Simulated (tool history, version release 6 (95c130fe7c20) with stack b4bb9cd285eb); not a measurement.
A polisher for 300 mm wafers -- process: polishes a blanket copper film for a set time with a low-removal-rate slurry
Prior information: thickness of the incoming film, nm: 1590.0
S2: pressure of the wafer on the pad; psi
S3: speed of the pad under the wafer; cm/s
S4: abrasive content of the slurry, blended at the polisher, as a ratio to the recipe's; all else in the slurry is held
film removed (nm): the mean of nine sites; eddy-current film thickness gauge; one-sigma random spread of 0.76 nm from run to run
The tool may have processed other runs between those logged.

Run 1, hour 0.0: flow of slurry (ml/min) 130, S2 2.5 psi, S3 92 cm/s, S4 1.0, polishing time (s) 62. Result: film removed (nm) 131.820.
Run 2, hour 7.4: flow of slurry (ml/min) 130, S2 2.5 psi, S3 112 cm/s, S4 1.0, polishing time (s) 62. Result: film removed (nm) 153.160.
Run 3, hour 9.8: flow of slurry (ml/min) 100, S2 2.5 psi, S3 112 cm/s, S4 1.0, polishing time (s) 62. Result: film removed (nm) 143.060.
Run 4, hour 13.7: flow of slurry (ml/min) 100, S2 2.5 psi, S3 112 cm/s, S4 0.9, polishing time (s) 62. Result: film removed (nm) 144.020.
Run 5, hour 16.5: flow of slurry (ml/min) 95, S2 2.1 psi, S3 112 cm/s, S4 0.9, polishing time (s) 62. Result: film removed (nm) 123.630.
Run 6, hour 23.3: flow of slurry (ml/min) 95, S2 2.1 psi, S3 112 cm/s, S4 0.8, polishing time (s) 62. Result: film removed (nm) 121.570.
Run 7, hour 30.8: flow of slurry (ml/min) 90, S2 1.8 psi, S3 112 cm/s, S4 0.8, polishing time (s) 62. Result: film removed (nm) 106.090.

Run 8 comes next. What will it give?
Run 8, hour 33.4: flow of slurry (ml/min) 90, S2 1.6 psi, S3 112 cm/s, S4 0.8, polishing time (s) 62. Result: film removed (nm) ?.

{"run 8": {"film removed (nm)": 96.592}}
